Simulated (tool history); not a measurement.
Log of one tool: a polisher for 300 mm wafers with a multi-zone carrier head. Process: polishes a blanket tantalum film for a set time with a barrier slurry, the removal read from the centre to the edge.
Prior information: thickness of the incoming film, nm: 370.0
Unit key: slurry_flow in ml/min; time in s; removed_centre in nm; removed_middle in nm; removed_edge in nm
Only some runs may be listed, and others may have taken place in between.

| run | hour | slurry_flow | centre_zone | middle_zone | edge_zone | slurry_solids | time | removed_centre | removed_middle | removed_edge |
|---|---|---|---|---|---|---|---|---|---|---|
| 1 | 0.0 | 125 | 1.00 | 1.00 | 1.00 | 1.00 | 76 | 136.71 | 142.19 | 136.16 |
| 2 | 7.3 | 155 | 1.00 | 1.00 | 1.00 | 1.00 | 76 | 136.74 | 145.94 | 139.31 |
| 3 | 10.6 | 155 | 1.00 | 0.97 | 1.00 | 1.00 | 76 | 140.02 | 142.06 | 139.07 |
| 4 | 16.1 | 155 | 1.00 | 0.91 | 1.00 | 1.00 | 76 | 138.10 | 134.56 | 142.55 |
| 5 | 24.0 | 155 | 1.00 | 0.97 | 1.00 | 1.00 | 76 | 142.19 | 143.09 | 140.30 |
| 6 | 32.6 | 155 | 1.00 | 0.93 | 1.00 | 1.00 | 76 | 140.26 | 136.15 | 140.34 |
| 7 | 34.5 | 155 | 1.00 | 0.92 | 1.04 | 1.15 | 78 | 150.68 | 147.37 | 153.23 |
| 8 | 35.6 | 170 | 0.98 | 0.82 | 1.14 | 1.40 | 82 | 170.89 | 150.75 | 181.85 |
| 9 | 37.0 | 175 | 0.97 | 0.83 | 1.15 | 1.40 | 82 | 169.42 | 153.94 | 182.95 |

Run 10 has not been measured yet. What should we expect?
| 10 | 43.4 | 180 | 0.97 | 0.84 | 1.16 | 1.40 | 82 | ? | ? | ? |

{"run 10": {"removed_centre": 164.82, "removed_middle": 156.5, "removed_edge": 183.17}}
